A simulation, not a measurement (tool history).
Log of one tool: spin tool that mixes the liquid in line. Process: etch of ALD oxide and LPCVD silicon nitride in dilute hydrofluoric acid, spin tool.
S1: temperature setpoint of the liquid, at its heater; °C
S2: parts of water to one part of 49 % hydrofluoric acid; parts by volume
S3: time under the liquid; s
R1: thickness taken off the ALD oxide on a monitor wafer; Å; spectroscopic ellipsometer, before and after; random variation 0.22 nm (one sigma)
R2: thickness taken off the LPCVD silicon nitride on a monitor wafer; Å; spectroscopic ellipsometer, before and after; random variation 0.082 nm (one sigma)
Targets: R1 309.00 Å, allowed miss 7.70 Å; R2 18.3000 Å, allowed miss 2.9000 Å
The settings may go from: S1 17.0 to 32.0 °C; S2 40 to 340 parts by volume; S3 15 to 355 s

run	day	S1	S2	S3	R1	R2
1	0.000	24.0	190	180	110.25	5.5242
2	0.175	26.0	160	180	144.44	8.5945
3	0.304	26.0	130	180	184.54	9.6511
4	0.346	26.0	130	250	257.10	13.8960
5	0.446	26.0	190	250	162.66	9.4240
6	0.642	26.5	170	250	191.25	10.3530
7	1.004	27.5	160	250	212.66	11.5110
8	1.175	28.5	150	250	238.56	13.9300
9	1.425	29.0	145	250	253.05	14.8610
10	1.617	29.5	140	250	268.81	15.3480
11	1.733	30.0	140	250	273.53	17.1310
12	1.933	30.0	135	250	283.11	17.4190
13	2.246	30.0	130	250	293.09	16.4270
14	2.596	32.0	130	250	321.69	18.6920
15	2.875	31.5	135	250	301.00	16.7690
16	3.096	31.5	135	250	299.57	19.6580

Which of these 4 next moves meets every target?
A	3.317	32.0	145	260	?	?
B	3.317	32.0	130	230	?	?
C	3.317	29.0	125	270	?	?
D	3.317	31.0	120	230	?	?

move	R1	R2
A	291.69	17.1560
B	293.89	16.9670
C	323.86	17.2270
D	311.42	17.3130
A: further off than the last run
B: further off than the last run
C: takes the result that was furthest off past its target
D: meets every target
Move D is the one to make.
